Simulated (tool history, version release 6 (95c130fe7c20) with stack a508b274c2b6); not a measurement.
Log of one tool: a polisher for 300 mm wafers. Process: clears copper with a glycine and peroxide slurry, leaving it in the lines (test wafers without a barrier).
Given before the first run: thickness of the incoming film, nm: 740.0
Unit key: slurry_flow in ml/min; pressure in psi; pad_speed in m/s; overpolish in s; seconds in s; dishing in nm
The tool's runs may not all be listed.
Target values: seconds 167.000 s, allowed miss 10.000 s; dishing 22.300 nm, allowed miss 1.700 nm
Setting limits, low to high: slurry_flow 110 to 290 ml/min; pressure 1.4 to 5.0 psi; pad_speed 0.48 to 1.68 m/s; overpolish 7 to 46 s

{"run": 1, "hour": 0.0, "slurry_flow": 185, "pressure": 3.2, "pad_speed": 1.08, "overpolish": 24, "seconds": 88.794, "dishing": 106.46}
{"run": 2, "hour": 5.1, "slurry_flow": 170, "pressure": 2.8, "pad_speed": 1.0, "overpolish": 20, "seconds": 108.05, "dishing": 81.09}
{"run": 3, "hour": 9.0, "slurry_flow": 140, "pressure": 2.8, "pad_speed": 1.0, "overpolish": 20, "seconds": 115.93, "dishing": 78.996}
{"run": 4, "hour": 11.1, "slurry_flow": 140, "pressure": 3.6, "pad_speed": 1.0, "overpolish": 20, "seconds": 96.776, "dishing": 91.077}
{"run": 5, "hour": 12.9, "slurry_flow": 140, "pressure": 3.6, "pad_speed": 1.0, "overpolish": 25, "seconds": 91.709, "dishing": 113.15}
{"run": 6, "hour": 21.7, "slurry_flow": 140, "pressure": 4.1, "pad_speed": 1.0, "overpolish": 25, "seconds": 84.343, "dishing": 119.91}
{"run": 7, "hour": 27.9, "slurry_flow": 170, "pressure": 3.5, "pad_speed": 0.9, "overpolish": 21, "seconds": 101.86, "dishing": 90.094}
{"run": 8, "hour": 34.8, "slurry_flow": 195, "pressure": 3.1, "pad_speed": 0.84, "overpolish": 18, "seconds": 113.74, "dishing": 74.746}
{"run": 9, "hour": 41.9, "slurry_flow": 215, "pressure": 2.7, "pad_speed": 0.78, "overpolish": 16, "seconds": 131.4, "dishing": 57.615}
{"run": 10, "hour": 45.5, "slurry_flow": 230, "pressure": 2.4, "pad_speed": 0.76, "overpolish": 14, "seconds": 144.8, "dishing": 48.017}
{"hour": 49.6, "done": "head pressure recalibrated"}
{"run": 11, "hour": 49.6, "slurry_flow": 240, "pressure": 2.2, "pad_speed": 0.76, "overpolish": 13, "seconds": 159.78, "dishing": 41.279}

Exercise: of the 5 proposed moves below, exactly one satisfies all targets within the stated allowed misses. Which move is it?
{"run": "A", "hour": 53.7, "slurry_flow": 275, "pressure": 2.0, "pad_speed": 0.82, "overpolish": 18, "seconds": "?", "dishing": "?"}
{"run": "B", "hour": 53.7, "slurry_flow": 240, "pressure": 2.4, "pad_speed": 0.66, "overpolish": 26, "seconds": "?", "dishing": "?"}
{"run": "C", "hour": 53.7, "slurry_flow": 245, "pressure": 2.2, "pad_speed": 0.76, "overpolish": 18, "seconds": "?", "dishing": "?"}
{"run": "D", "hour": 53.7, "slurry_flow": 265, "pressure": 1.4, "pad_speed": 1.14, "overpolish": 7, "seconds": "?", "dishing": "?"}
{"run": "E", "hour": 53.7, "slurry_flow": 285, "pressure": 2.7, "pad_speed": 0.72, "overpolish": 18, "seconds": "?", "dishing": "?"}

move=A seconds=162.710 dishing=53.515
move=B seconds=170.680 dishing=70.833
move=C seconds=163.060 dishing=53.703
move=D seconds=163.480 dishing=22.531
move=E seconds=144.370 dishing=60.004
A: further off than the last run
B: further off than the last run
C: further off than the last run
D: every result lands within tolerance
E: further off than the last run
D is the move that brings every result within its allowed miss.

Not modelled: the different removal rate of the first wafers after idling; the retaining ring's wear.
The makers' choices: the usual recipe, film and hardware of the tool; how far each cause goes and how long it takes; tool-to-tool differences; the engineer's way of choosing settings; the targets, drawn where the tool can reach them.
